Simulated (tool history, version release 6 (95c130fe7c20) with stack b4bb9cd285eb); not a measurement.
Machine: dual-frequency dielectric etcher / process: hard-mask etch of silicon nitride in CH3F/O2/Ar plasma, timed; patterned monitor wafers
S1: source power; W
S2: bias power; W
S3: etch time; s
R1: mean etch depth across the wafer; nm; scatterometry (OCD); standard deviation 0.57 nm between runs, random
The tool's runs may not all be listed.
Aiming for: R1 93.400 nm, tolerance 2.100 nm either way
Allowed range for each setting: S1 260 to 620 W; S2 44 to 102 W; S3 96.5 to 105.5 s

run 1 day=0.000 | S1=440 S2=73 S3=105.5 | R1=82.328
run 2 day=0.342 | S1=470 S2=74 S3=105.5 | R1=85.763
run 3 day=0.654 | S1=470 S2=74 S3=96.5 | R1=78.364
run 4 day=0.712 | S1=490 S2=79 S3=97.5 | R1=80.994
run 5 day=1.062 | S1=520 S2=82 S3=99.5 | R1=86.164
run 6 day=1.229 | S1=540 S2=83 S3=100.0 | R1=88.589
run 7 day=1.262 | S1=550 S2=84 S3=100.0 | R1=89.783
run 8 day=1.379 | S1=560 S2=84 S3=100.0 | R1=91.074
run 9 day=1.583 | S1=570 S2=84 S3=100.0 | R1=91.021

Exercise: of the 5 proposed moves below, exactly one satisfies all targets within the stated allowed misses. Which move is it?
run A day=1.788 | S1=620 S2=79 S3=105.5 | R1=?
run B day=1.788 | S1=620 S2=88 S3=103.0 | R1=?
run C day=1.788 | S1=580 S2=96 S3=103.0 | R1=?
run D day=1.788 | S1=540 S2=96 S3=103.0 | R1=?
run E day=1.788 | S1=600 S2=89 S3=98.5 | R1=?

move=A R1=97.143
move=B R1=99.134
move=C R1=100.240
move=D R1=97.613
move=E R1=94.082
A: moves the result that the last run missed by most past its target, out the other side
B: moves the result that the last run missed by most past its target, out the other side
C: moves the result that the last run missed by most past its target, out the other side
D: moves the result that the last run missed by most past its target, out the other side
E: all results in spec
The move that meets every target is E.

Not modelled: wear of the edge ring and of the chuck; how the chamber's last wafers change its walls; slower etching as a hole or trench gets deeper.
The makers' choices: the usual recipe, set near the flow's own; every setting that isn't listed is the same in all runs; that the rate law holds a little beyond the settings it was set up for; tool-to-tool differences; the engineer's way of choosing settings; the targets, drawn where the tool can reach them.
